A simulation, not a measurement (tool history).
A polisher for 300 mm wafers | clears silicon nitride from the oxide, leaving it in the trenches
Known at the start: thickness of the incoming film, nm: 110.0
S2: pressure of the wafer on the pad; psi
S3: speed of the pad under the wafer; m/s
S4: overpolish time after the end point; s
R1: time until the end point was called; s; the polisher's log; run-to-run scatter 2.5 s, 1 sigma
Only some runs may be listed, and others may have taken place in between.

run 1 day=0 | flow_of_slurry_(ml/min)=185 S2=2.6 S3=0.82 S4=50 | R1=144.85
run 2 day=0.117 | flow_of_slurry_(ml/min)=220 S2=2.6 S3=0.82 S4=50 | R1=148.93
run 3 day=0.446 | flow_of_slurry_(ml/min)=220 S2=2.5 S3=0.82 S4=50 | R1=151.16
run 4 day=0.758 | flow_of_slurry_(ml/min)=250 S2=2.5 S3=0.82 S4=50 | R1=147.5
run 5 day=1.1 | flow_of_slurry_(ml/min)=250 S2=2.4 S3=0.82 S4=50 | R1=151.55
run 6 day=1.392 | flow_of_slurry_(ml/min)=250 S2=2.4 S3=0.82 S4=53 | R1=152.59
run 7 day=1.454 | flow_of_slurry_(ml/min)=250 S2=2.3 S3=0.82 S4=53 | R1=157.32

Run 8 is up next; what results do you expect?
run 8 day=1.638 | flow_of_slurry_(ml/min)=250 S2=2.2 S3=0.82 S4=53 | R1=?

R1: 161.87 s
